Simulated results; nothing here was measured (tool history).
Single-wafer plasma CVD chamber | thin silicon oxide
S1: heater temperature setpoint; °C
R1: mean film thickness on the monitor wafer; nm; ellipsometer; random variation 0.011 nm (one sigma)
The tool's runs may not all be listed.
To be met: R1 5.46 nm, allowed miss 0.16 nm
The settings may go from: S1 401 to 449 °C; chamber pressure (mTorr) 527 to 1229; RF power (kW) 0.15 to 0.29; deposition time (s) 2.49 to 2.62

Run 1, hour 0: S1 425 °C, chamber pressure (mTorr) 878, RF power (kW) 0.22, deposition time (s) 2.62. Result: R1 4.7298 nm.
Run 2, hour 8.6: S1 425 °C, chamber pressure (mTorr) 920, RF power (kW) 0.22, deposition time (s) 2.62. Result: R1 4.886 nm.
Run 3, hour 13.9: S1 425 °C, chamber pressure (mTorr) 828, RF power (kW) 0.22, deposition time (s) 2.62. Result: R1 4.5191 nm.
Run 4, hour 18.4: S1 431 °C, chamber pressure (mTorr) 828, RF power (kW) 0.22, deposition time (s) 2.62. Result: R1 4.5161 nm.
Run 5, hour 22.3: S1 431 °C, chamber pressure (mTorr) 828, RF power (kW) 0.22, deposition time (s) 2.49. Result: R1 4.2753 nm.
Run 6, hour 29: S1 431 °C, chamber pressure (mTorr) 954, RF power (kW) 0.22, deposition time (s) 2.49. Result: R1 4.7365 nm.
Run 7, hour 34.9: S1 431 °C, chamber pressure (mTorr) 1003, RF power (kW) 0.22, deposition time (s) 2.49. Result: R1 4.9117 nm.
Run 8, hour 40.3: S1 431 °C, chamber pressure (mTorr) 1040, RF power (kW) 0.22, deposition time (s) 2.49. Result: R1 4.9994 nm.
Run 9, hour 46.4: S1 431 °C, chamber pressure (mTorr) 1073, RF power (kW) 0.22, deposition time (s) 2.49. Result: R1 5.1107 nm.
Run 10, hour 48.9: S1 431 °C, chamber pressure (mTorr) 1099, RF power (kW) 0.22, deposition time (s) 2.49. Result: R1 5.1592 nm.
Run 11, hour 57: S1 431 °C, chamber pressure (mTorr) 1122, RF power (kW) 0.22, deposition time (s) 2.49. Result: R1 5.2346 nm.
Run 12, hour 62.1: S1 431 °C, chamber pressure (mTorr) 1139, RF power (kW) 0.22, deposition time (s) 2.49. Result: R1 5.2662 nm.

Which of these 4 next moves meets every target?
Run A, hour 67.2: S1 423 °C, chamber pressure (mTorr) 1167, RF power (kW) 0.23, deposition time (s) 2.62. Result: R1 ?.
Run B, hour 67.2: S1 420 °C, chamber pressure (mTorr) 1229, RF power (kW) 0.22, deposition time (s) 2.62. Result: R1 ?.
Run C, hour 67.2: S1 439 °C, chamber pressure (mTorr) 1229, RF power (kW) 0.21, deposition time (s) 2.53. Result: R1 ?.
Run D, hour 67.2: S1 438 °C, chamber pressure (mTorr) 1229, RF power (kW) 0.23, deposition time (s) 2.62. Result: R1 ?.

move      R1
   A  5.7703
   B  5.8258
   C  5.4354
   D  5.8956
A: takes the result that was furthest off past its target
B: takes the result that was furthest off past its target
C: meets every target
D: takes the result that was furthest off past its target
Move C is the one to make.

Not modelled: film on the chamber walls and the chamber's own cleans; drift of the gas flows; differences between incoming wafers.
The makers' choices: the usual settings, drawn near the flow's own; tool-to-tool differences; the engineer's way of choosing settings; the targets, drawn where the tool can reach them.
